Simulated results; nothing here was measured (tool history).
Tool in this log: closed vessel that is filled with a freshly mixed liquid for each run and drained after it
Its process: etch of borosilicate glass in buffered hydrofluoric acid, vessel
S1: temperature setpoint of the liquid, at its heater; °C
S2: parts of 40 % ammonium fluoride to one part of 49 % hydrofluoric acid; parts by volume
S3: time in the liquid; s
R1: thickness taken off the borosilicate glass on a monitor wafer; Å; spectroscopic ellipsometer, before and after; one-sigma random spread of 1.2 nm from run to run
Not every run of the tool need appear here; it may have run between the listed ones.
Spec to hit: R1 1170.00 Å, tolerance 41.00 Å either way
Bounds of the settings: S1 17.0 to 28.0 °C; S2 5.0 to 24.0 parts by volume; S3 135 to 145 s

| run | day | S1 | S2 | S3 | R1 |
|---|---|---|---|---|---|
| 1 | 0.000 | 20.0 | 14.5 | 135 | 922.94 |
| 2 | 0.192 | 17.0 | 14.5 | 135 | 779.29 |
| 3 | 0.383 | 17.0 | 14.5 | 145 | 818.14 |
| 4 | 0.708 | 17.0 | 17.5 | 145 | 679.98 |
| 5 | 0.988 | 17.0 | 14.5 | 145 | 817.79 |
| 6 | 1.158 | 17.0 | 14.5 | 135 | 759.25 |
| 7 | 1.238 | 19.0 | 14.5 | 135 | 879.68 |
| 8 | 1.379 | 20.0 | 14.5 | 135 | 917.49 |
| 9 | 1.638 | 21.0 | 14.5 | 135 | 961.17 |
| 10 | 1.688 | 22.0 | 14.5 | 135 | 1021.00 |
| 11 | 2.021 | 22.5 | 14.5 | 135 | 1048.60 |
| 12 | 2.288 | 23.0 | 14.5 | 135 | 1073.50 |
| 13 | 2.471 | 23.5 | 14.5 | 135 | 1095.40 |

Below are 4 possible settings for the next run. Only one of them brings all results inside the allowed miss of their targets. Which is it?
| A | 2.654 | 21.0 | 14.0 | 140 | ? |
| B | 2.654 | 21.5 | 11.5 | 140 | ? |
| C | 2.654 | 23.0 | 14.5 | 145 | ? |
| D | 2.654 | 23.0 | 15.5 | 135 | ? |

| move | R1 |
|---|---|
| A | 1050.60 |
| B | 1311.70 |
| C | 1171.50 |
| D | 1021.00 |
A: lands further from the targets than the last run did
B: the result that was furthest off in the last run now lies on the other side of its target
C: in spec on every target
D: lands further from the targets than the last run did
Go with C: it meets all targets.
